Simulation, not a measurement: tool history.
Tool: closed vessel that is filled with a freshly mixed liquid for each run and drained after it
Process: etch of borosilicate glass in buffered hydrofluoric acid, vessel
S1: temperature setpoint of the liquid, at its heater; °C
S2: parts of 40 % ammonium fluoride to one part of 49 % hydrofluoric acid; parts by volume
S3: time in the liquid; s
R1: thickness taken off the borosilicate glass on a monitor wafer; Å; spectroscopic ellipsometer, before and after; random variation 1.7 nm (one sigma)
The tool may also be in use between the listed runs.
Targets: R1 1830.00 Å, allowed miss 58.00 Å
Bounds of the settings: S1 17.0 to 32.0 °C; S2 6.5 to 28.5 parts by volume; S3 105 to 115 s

| run | hour | S1 | S2 | S3 | R1 |
|---|---|---|---|---|---|
| 1 | 0.0 | 25.0 | 17.5 | 105 | 895.46 |
| 2 | 3.0 | 26.0 | 16.5 | 105 | 995.85 |
| 3 | 10.2 | 26.0 | 16.5 | 115 | 1093.60 |
| 4 | 14.7 | 26.0 | 13.5 | 115 | 1332.00 |
| 5 | 19.5 | 27.0 | 13.5 | 115 | 1397.10 |
| 6 | 21.6 | 28.0 | 13.5 | 115 | 1445.40 |
| 7 | 27.1 | 28.5 | 13.0 | 115 | 1548.20 |
| 8 | 30.6 | 29.0 | 13.0 | 115 | 1634.10 |
| 9 | 38.7 | 29.5 | 13.0 | 115 | 1690.30 |
| 10 | 39.9 | 30.0 | 13.0 | 115 | 1712.80 |

Which of these 4 next moves meets every target?
| A | 41.1 | 30.5 | 11.5 | 115 | ? |
| B | 41.1 | 28.0 | 10.0 | 115 | ? |
| C | 41.1 | 29.0 | 11.5 | 115 | ? |
| D | 41.1 | 32.0 | 12.5 | 115 | ? |

| move | R1 |
|---|---|
| A | 1965.80 |
| B | 1981.10 |
| C | 1818.90 |
| D | 1955.90 |
A: takes the result that was furthest off past its target
B: takes the result that was furthest off past its target
C: meets every target
D: takes the result that was furthest off past its target
The right move is C.
